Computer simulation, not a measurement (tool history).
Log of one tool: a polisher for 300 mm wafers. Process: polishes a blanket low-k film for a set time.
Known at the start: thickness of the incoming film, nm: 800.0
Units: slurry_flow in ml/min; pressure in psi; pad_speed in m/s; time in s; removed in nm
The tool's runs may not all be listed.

run,hour,slurry_flow,pressure,pad_speed,slurry_solids,time,removed
1,0.0,200,2.3,0.76,1.0,67,30.007
2,1.7,200,2.1,0.76,1.0,67,27.933
3,3.4,200,1.9,0.76,1.0,67,25.769
4,9.0,200,1.9,0.76,1.0,67,25.752
5,14.4,200,1.8,0.76,1.0,67,24.959
6,16.2,200,1.8,0.82,1.0,67,27.159
7,19.3,200,1.6,0.82,1.0,67,24.627
8,26.6,200,1.5,0.82,1.0,67,23.467
# hour 34.4: slurry nozzle cleaned
9,34.4,200,1.4,0.82,1.0,67,24.521

The next listed run, before its measurement:
10,38.6,200,1.3,0.82,1.0,67,?

removed: 22.865 nm
